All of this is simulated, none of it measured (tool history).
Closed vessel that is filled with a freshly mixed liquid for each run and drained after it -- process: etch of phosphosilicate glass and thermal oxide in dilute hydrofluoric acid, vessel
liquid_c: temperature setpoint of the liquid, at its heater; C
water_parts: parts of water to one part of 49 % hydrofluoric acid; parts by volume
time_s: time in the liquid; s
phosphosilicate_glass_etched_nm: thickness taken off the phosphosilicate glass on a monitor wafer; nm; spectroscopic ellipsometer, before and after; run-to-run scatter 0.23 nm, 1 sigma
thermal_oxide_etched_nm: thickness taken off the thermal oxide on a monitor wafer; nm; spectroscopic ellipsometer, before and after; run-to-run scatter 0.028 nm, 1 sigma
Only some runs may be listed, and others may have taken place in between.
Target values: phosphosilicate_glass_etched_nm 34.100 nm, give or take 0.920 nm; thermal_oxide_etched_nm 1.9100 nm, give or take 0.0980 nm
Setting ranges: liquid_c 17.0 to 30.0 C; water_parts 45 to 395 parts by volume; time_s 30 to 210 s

run	day	liquid_c	water_parts	time_s	phosphosilicate_glass_etched_nm	thermal_oxide_etched_nm
1	0.000	22.0	220	105	29.811	1.7172
2	0.288	22.0	220	145	41.752	2.3592
3	0.642	22.0	180	145	52.805	2.9659
4	0.942	20.5	195	145	44.734	2.5094
5	1.271	20.5	270	145	30.366	1.7360
6	1.571	20.5	270	120	25.384	1.4430
7	1.896	23.0	265	120	28.431	1.5609
8	2.050	23.5	255	120	30.110	1.7286
9	2.179	24.0	255	120	30.830	1.7101
10	2.379	24.5	250	120	32.275	1.7745
11	2.483	24.5	245	120	32.567	1.8224

4 candidate next runs follow, results not yet known. Just one meets every target within its allowed miss. Identify it.
A	2.588	30.0	345	150	?	?
B	2.588	24.0	250	130	?	?
C	2.588	22.5	140	75	?	?
D	2.588	24.5	360	190	?	?

move	phosphosilicate_glass_etched_nm	thermal_oxide_etched_nm
A	31.591	1.7635
B	34.100	1.9035
C	37.343	2.0846
D	31.633	1.7658
A: its largest miss is bigger than the last run's
B: in spec on every target
C: pushes the last run's worst result past its target
D: its largest miss is bigger than the last run's
So the answer is move B, the one that meets all the targets.
